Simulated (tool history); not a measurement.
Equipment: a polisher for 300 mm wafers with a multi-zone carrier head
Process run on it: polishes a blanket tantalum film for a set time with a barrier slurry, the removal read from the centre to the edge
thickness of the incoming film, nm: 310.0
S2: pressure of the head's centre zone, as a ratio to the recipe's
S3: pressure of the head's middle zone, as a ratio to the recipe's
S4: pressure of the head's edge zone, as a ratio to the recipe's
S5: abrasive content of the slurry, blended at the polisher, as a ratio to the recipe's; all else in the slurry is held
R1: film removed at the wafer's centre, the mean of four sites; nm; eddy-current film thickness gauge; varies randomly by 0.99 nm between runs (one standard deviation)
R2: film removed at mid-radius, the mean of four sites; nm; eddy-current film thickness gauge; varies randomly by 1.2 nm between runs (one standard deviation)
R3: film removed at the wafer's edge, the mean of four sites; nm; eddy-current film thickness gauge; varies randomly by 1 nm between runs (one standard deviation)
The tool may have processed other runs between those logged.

run 1 day=0 | flow_of_slurry_(ml/min)=180 S2=1 S3=1 S4=1 S5=1 polishing_time_(s)=55 | R1=55.879 R2=55.957 R3=58.294
run 2 day=0.262 | flow_of_slurry_(ml/min)=185 S2=0.98 S3=1.03 S4=1.03 S5=1.15 polishing_time_(s)=57 | R1=56.686 R2=61.926 R3=63.893
run 3 day=0.517 | flow_of_slurry_(ml/min)=185 S2=0.95 S3=1.03 S4=1.03 S5=1.15 polishing_time_(s)=57 | R1=57.259 R2=60.362 R3=64.355
run 4 day=0.846 | flow_of_slurry_(ml/min)=165 S2=0.95 S3=1.03 S4=1.03 S5=1.15 polishing_time_(s)=57 | R1=57.068 R2=60.798 R3=61.84
run 5 day=1.108 | flow_of_slurry_(ml/min)=170 S2=0.96 S3=1.05 S4=1.04 S5=1.25 polishing_time_(s)=59 | R1=59.235 R2=63.877 R3=66.413
run 6 day=1.371 | flow_of_slurry_(ml/min)=190 S2=0.96 S3=1.05 S4=1.04 S5=1.25 polishing_time_(s)=59 | R1=60.81 R2=65.851 R3=66.357
run 7 day=1.588 | flow_of_slurry_(ml/min)=195 S2=0.95 S3=1.07 S4=1.07 S5=1.3 polishing_time_(s)=61 | R1=63.562 R2=68.308 R3=70.635
run 8 day=1.867 | flow_of_slurry_(ml/min)=195 S2=0.92 S3=1.09 S4=1.07 S5=1.35 polishing_time_(s)=63 | R1=61.148 R2=75.588 R3=73.593
run 9 day=2.062 | flow_of_slurry_(ml/min)=200 S2=0.93 S3=1.09 S4=1.08 S5=1.4 polishing_time_(s)=64 | R1=65.328 R2=75.733 R3=76.375

The next listed run, before its measurement:
run 10 day=2.208 | flow_of_slurry_(ml/min)=205 S2=0.93 S3=1.1 S4=1.08 S5=1.45 polishing_time_(s)=64 | R1=? R2=? R3=?

Run 10 came out at R1 65.409 nm, R2 76.386 nm, R3 75.412 nm.

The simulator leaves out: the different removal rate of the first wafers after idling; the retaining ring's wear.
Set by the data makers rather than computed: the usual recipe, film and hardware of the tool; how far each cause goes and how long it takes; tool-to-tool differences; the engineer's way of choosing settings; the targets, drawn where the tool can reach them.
